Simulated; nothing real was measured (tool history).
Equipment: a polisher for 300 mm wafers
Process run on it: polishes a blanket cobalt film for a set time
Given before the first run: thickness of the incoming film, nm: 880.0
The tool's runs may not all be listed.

| run | hour | flow of slurry (ml/min) | pressure of the wafer on the pad (psi) | speed of the pad under the wafer (cm/s) | polishing time (s) | film removed (angstrom) |
|---|---|---|---|---|---|---|
| 1 | 0.0 | 210 | 1.6 | 102 | 36 | 1816.2 |
| 2 | 5.7 | 210 | 1.7 | 102 | 36 | 1884.9 |
| 3 | 8.5 | 210 | 1.8 | 102 | 36 | 1970.6 |
| 4 | 13.6 | 240 | 1.8 | 102 | 36 | 2025.6 |
| 5 | 21.7 | 215 | 1.8 | 102 | 36 | 1974.4 |
| 6 | 25.0 | 215 | 1.9 | 102 | 36 | 2108.6 |
| 7 | 32.9 | 215 | 2.0 | 102 | 36 | 2130.7 |
| 8 | 36.4 | 215 | 2.1 | 102 | 36 | 2264.7 |

For run 9, what comes out?
| 9 | 40.0 | 220 | 2.3 | 102 | 36 | ? |

{"run 9": {"film removed (angstrom)": 2377.7}}
